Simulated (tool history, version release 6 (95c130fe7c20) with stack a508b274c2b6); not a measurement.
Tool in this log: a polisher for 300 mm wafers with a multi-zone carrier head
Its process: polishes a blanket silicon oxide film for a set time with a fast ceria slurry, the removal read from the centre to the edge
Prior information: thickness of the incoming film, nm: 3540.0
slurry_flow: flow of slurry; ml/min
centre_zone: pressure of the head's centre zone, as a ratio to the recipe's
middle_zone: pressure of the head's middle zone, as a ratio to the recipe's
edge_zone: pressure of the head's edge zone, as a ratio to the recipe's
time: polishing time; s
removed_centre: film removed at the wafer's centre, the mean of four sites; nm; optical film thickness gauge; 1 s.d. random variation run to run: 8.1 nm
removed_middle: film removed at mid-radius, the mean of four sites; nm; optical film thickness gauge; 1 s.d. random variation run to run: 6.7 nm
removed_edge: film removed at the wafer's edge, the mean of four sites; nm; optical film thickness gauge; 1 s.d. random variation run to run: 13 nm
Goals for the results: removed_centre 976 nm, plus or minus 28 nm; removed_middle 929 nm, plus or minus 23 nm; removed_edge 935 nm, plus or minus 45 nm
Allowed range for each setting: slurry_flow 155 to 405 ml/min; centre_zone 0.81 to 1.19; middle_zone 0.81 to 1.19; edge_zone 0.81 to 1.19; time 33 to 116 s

run	hour	slurry_flow	centre_zone	middle_zone	edge_zone	time	removed_centre	removed_middle	removed_edge
1	0	260	1	1	1	74	1348.6	1351.9	1302.2
2	4.2	260	1	1.08	1	74	1370.1	1395.3	1322.7
3	5.5	250	1	1.02	1	68	1249.3	1241.4	1188
4	14.4	235	0.99	0.97	1	64	1147.4	1123	1139.8
5	16.4	235	0.99	0.97	0.95	64	1152.6	1129.8	1133.8
6	19.4	235	0.99	0.97	0.98	64	1166.5	1131.4	1112.6
7	25.5	230	0.98	0.95	0.97	61	1075.7	1060.5	1054.7
8	33	235	0.98	0.92	0.94	59	1050	1022.2	1030.7
9	41.8	235	0.98	0.91	0.92	58	1051.2	991.52	995.23
10	43.5	230	0.97	0.9	0.9	58	1016.1	985.43	973.28

Consider the 5 candidate settings below. Which is the only one whose results all fall within their allowed miss of target?
A	45.2	200	1.11	0.91	0.87	55	?	?	?
B	45.2	255	0.98	0.9	0.94	54	?	?	?
C	45.2	270	0.91	0.92	0.86	59	?	?	?
D	45.2	275	0.98	1.08	0.81	58	?	?	?
E	45.2	230	0.93	0.93	0.88	58	?	?	?

move	removed_centre	removed_middle	removed_edge
A	1086	932.58	900.53
B	966.17	933.71	932.94
C	985.39	1036.5	982.27
D	1046.4	1103.6	940.37
E	973.78	1008.8	964.67
A: the worst result of the last run now meets its target, but another is out of spec
B: meets every target
C: misses by more than the last run did
D: misses by more than the last run did
E: misses by more than the last run did
Go with B: it meets all targets.
